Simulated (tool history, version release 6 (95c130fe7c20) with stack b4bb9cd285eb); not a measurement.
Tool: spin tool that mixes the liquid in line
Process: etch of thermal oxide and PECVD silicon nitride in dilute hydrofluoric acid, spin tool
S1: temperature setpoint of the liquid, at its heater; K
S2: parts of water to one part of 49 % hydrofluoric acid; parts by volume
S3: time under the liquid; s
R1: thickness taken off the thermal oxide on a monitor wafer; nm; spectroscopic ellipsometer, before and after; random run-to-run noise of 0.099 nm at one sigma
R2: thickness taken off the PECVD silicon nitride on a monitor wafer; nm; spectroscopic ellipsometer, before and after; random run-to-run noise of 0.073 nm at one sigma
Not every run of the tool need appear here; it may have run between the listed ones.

{"run": 1, "day": 0.0, "S1": 296.15, "S2": 235, "S3": 180, "R1": 3.4796, "R2": 3.2785}
{"run": 2, "day": 0.288, "S1": 296.65, "S2": 185, "S3": 180, "R1": 4.6831, "R2": 4.2377}
{"run": 3, "day": 0.346, "S1": 296.65, "S2": 185, "S3": 245, "R1": 6.3768, "R2": 5.8826}
{"run": 4, "day": 0.396, "S1": 296.15, "S2": 155, "S3": 235, "R1": 7.5034, "R2": 6.4127}
{"run": 5, "day": 0.488, "S1": 296.15, "S2": 140, "S3": 230, "R1": 8.1715, "R2": 6.9527}
{"run": 6, "day": 0.758, "S1": 296.15, "S2": 210, "S3": 230, "R1": 5.0721, "R2": 4.7485}
{"run": 7, "day": 0.85, "S1": 296.15, "S2": 210, "S3": 230, "R1": 5.1481, "R2": 4.6849}
{"run": 8, "day": 0.962, "S1": 295.65, "S2": 180, "S3": 225, "R1": 5.819, "R2": 5.0795}
{"run": 9, "day": 1.162, "S1": 295.65, "S2": 155, "S3": 215, "R1": 6.657, "R2": 5.6796}

Run 10 has not been measured yet. What should we expect?
{"run": 10, "day": 1.425, "S1": 295.65, "S2": 135, "S3": 210, "R1": "?", "R2": "?"}

{"run 10": {"R1": 7.6223, "R2": 6.325}}
